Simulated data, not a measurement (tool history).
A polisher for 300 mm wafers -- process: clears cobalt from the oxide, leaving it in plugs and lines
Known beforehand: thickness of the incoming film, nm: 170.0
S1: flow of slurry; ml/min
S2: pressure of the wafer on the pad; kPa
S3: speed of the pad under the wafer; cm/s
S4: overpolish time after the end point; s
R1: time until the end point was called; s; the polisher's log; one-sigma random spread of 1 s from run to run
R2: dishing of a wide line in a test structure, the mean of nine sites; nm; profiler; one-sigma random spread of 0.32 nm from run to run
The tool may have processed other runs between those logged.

Run 1, day 0.000: S1 135 ml/min, S2 15.9 kPa, S3 86 cm/s, S4 17 s. Result: R1 28.365 s, R2 51.372 nm.
Run 2, day 0.054: S1 105 ml/min, S2 15.9 kPa, S3 86 cm/s, S4 17 s. Result: R1 29.871 s, R2 49.414 nm.
Run 3, day 0.104: S1 100 ml/min, S2 15.2 kPa, S3 84 cm/s, S4 16 s. Result: R1 31.567 s, R2 47.534 nm.
Run 4, day 0.471: S1 125 ml/min, S2 15.2 kPa, S3 84 cm/s, S4 16 s. Result: R1 29.798 s, R2 48.468 nm.
Run 5, day 0.579: S1 120 ml/min, S2 14.5 kPa, S3 80 cm/s, S4 15 s. Result: R1 32.670 s, R2 44.568 nm.
Run 6, day 0.896: S1 120 ml/min, S2 17.9 kPa, S3 80 cm/s, S4 15 s. Result: R1 26.836 s, R2 48.155 nm.
Run 7, day 1.108: S1 115 ml/min, S2 17.2 kPa, S3 76 cm/s, S4 14 s. Result: R1 28.709 s, R2 45.227 nm.
Run 8, day 1.433: S1 110 ml/min, S2 16.5 kPa, S3 72 cm/s, S4 13 s. Result: R1 31.728 s, R2 41.622 nm.
Run 9, day 1.592: S1 105 ml/min, S2 15.9 kPa, S3 68 cm/s, S4 12 s. Result: R1 36.340 s, R2 36.620 nm.
Run 10, day 1.783: S1 100 ml/min, S2 15.9 kPa, S3 64 cm/s, S4 11 s. Result: R1 36.549 s, R2 33.124 nm.
Run 11, day 2.129: S1 100 ml/min, S2 15.9 kPa, S3 64 cm/s, S4 11 s. Result: R1 37.336 s, R2 34.213 nm.
Run 12, day 2.304: S1 90 ml/min, S2 11.7 kPa, S3 58 cm/s, S4 5 s. Result: R1 56.571 s, R2 12.534 nm.
Run 13, day 2.675: S1 90 ml/min, S2 11.7 kPa, S3 56 cm/s, S4 5 s. Result: R1 57.392 s, R2 12.218 nm.
Run 14, day 2.912: S1 90 ml/min, S2 11.7 kPa, S3 60 cm/s, S4 13 s. Result: R1 55.999 s, R2 29.360 nm.
Run 15, day 3.079: S1 90 ml/min, S2 11.7 kPa, S3 62 cm/s, S4 13 s. Result: R1 52.189 s, R2 29.089 nm.
Run 16, day 3.354: S1 90 ml/min, S2 11.7 kPa, S3 64 cm/s, S4 13 s. Result: R1 52.230 s, R2 30.136 nm.
Run 17, day 3.692: S1 90 ml/min, S2 11.0 kPa, S3 66 cm/s, S4 13 s. Result: R1 52.936 s, R2 28.178 nm.
Run 18, day 3.942: S1 90 ml/min, S2 11.0 kPa, S3 66 cm/s, S4 13 s. Result: R1 53.981 s, R2 29.552 nm.
Run 19, day 3.967: S1 85 ml/min, S2 9.7 kPa, S3 64 cm/s, S4 5 s. Result: R1 65.372 s, R2 11.123 nm.
Run 20, day 4.038: S1 85 ml/min, S2 10.3 kPa, S3 62 cm/s, S4 5 s. Result: R1 60.763 s, R2 12.083 nm.
Run 21, day 4.388: S1 85 ml/min, S2 13.8 kPa, S3 46 cm/s, S4 13 s. Result: R1 57.232 s, R2 27.872 nm.
Run 22, day 4.596: S1 100 ml/min, S2 13.1 kPa, S3 48 cm/s, S4 11 s. Result: R1 57.209 s, R2 24.533 nm.
Run 23, day 4.888: S1 100 ml/min, S2 12.4 kPa, S3 52 cm/s, S4 10 s. Result: R1 54.804 s, R2 23.023 nm.
Run 24, day 5.012: S1 95 ml/min, S2 12.4 kPa, S3 56 cm/s, S4 9 s. Result: R1 53.135 s, R2 21.767 nm.

Run 25 has not been measured yet. What should we expect?
Run 25, day 5.192: S1 90 ml/min, S2 12.4 kPa, S3 58 cm/s, S4 9 s. Result: R1 ?, R2 ?.

{"run 25": {"R1": 51.049, "R2": 22.034}}
